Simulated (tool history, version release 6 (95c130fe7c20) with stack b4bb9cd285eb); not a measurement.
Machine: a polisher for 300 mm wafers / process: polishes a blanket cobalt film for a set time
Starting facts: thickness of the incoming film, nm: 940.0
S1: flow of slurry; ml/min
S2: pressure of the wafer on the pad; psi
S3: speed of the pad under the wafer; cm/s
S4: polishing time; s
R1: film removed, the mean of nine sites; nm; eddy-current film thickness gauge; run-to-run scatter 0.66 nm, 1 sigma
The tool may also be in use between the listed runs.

run	day	S1	S2	S3	S4	R1
1	0.000	140	1.8	96	29	136.010
2	0.338	140	1.7	94	29	126.250
3	0.642	140	1.7	84	29	120.410
4	0.946	140	1.7	84	26	105.870
5	1.171	140	1.6	84	26	99.027
6	1.462	140	1.5	84	26	94.275
7	1.588	140	1.4	84	26	88.312
8	1.729	140	1.3	84	26	81.214
9	1.921	130	1.1	84	26	67.652

Run 10, settings as shown, results not yet in. Your forecast:
10	1.988	120	1.1	84	26	?

{"run 10": {"R1": 69.364}}

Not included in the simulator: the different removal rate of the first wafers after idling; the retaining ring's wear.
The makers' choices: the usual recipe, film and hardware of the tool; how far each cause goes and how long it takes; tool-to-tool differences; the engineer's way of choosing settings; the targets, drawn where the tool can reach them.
